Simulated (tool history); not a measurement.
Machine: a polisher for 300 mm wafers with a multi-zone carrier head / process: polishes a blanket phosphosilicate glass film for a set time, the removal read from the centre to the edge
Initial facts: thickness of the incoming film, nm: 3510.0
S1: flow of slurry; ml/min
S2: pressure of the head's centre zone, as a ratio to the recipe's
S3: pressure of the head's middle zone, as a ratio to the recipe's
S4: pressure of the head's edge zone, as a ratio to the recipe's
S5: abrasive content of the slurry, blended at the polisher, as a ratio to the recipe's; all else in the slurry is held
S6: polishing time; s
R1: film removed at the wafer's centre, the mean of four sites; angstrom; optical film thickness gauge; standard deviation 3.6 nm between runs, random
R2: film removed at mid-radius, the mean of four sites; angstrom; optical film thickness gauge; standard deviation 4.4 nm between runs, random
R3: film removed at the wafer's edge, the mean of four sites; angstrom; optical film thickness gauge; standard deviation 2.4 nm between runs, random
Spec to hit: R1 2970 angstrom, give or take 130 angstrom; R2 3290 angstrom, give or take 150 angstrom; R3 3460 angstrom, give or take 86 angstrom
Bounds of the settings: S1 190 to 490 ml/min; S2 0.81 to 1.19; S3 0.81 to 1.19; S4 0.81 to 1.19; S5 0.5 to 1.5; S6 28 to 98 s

run  hour   S1    S2    S3    S4    S5  S6      R1      R2      R3
  1     0  315     1     1     1     1  63  6448.1  6420.2  6442.7
  2   4.5  315     1     1     1     1  52  5301.6  5251.2  5374.6
  3  11.2  315     1     1  1.08     1  52  5292.8    5109  5518.7
  4  18.3  315     1     1  1.16     1  52  5215.6  5261.1  5702.1
  5  22.7  315  1.04     1  1.16     1  52  5442.2  5239.5  5806.8
  6    27  310  0.98  0.99  1.13  0.85  49  4402.2    4505  4891.1
  7  29.1  305  0.94  0.97  1.08  0.75  48  3789.2  3978.9  4256.4
  8  32.7  295  0.91  0.95  1.04   0.7  48  3483.3  3693.1  3982.1
  9  41.6  290  0.89  0.94     1   0.7  48  3421.7  3710.4  3934.2
 10  42.7  285  0.87  0.92  0.97   0.7  48  3281.2  3698.1  3871.5
 11  49.4  280  0.87   0.9  0.95  0.65  48  3144.5  3403.4  3628.9
 12  52.2  270  0.86   0.9  0.94  0.65  48  3047.4  3493.1  3582.6
 13  54.6  265  0.86  0.89  0.94  0.65  48  3075.5  3500.1  3577.8
 14  63.5  265  0.86  0.87  0.94  0.65  48  3069.6  3361.7  3572.4
 15    64  255  0.86  0.86  0.93  0.65  48  3082.2  3402.8  3525.8
 16    69  255  0.83  0.82  0.92   0.6  48  2738.7  3139.7  3303.6

Pick the move, out of 4, that brings all results within their allowed miss; only one does.
  A    74  340  0.93  0.81   1.1   0.6  47   ?   ?   ?
  B    74  190  0.95  1.02  0.81  0.65  45   ?   ?   ?
  C    74  235  0.84  0.86   0.9   0.6  51   ?   ?   ?
  D    74  200  0.87     1  0.81   0.5  61   ?   ?   ?

move      R1      R2      R3
   A  3225.9  3087.3    3604
   B  3089.3    3257  2997.9
   C  3016.5  3304.4  3437.6
   D  3110.6  3546.1  3288.2
A: takes the result that was furthest off past its target
B: the biggest miss grows against the last run
C: meets every target
D: the biggest miss grows against the last run
Go with C: it meets all targets.

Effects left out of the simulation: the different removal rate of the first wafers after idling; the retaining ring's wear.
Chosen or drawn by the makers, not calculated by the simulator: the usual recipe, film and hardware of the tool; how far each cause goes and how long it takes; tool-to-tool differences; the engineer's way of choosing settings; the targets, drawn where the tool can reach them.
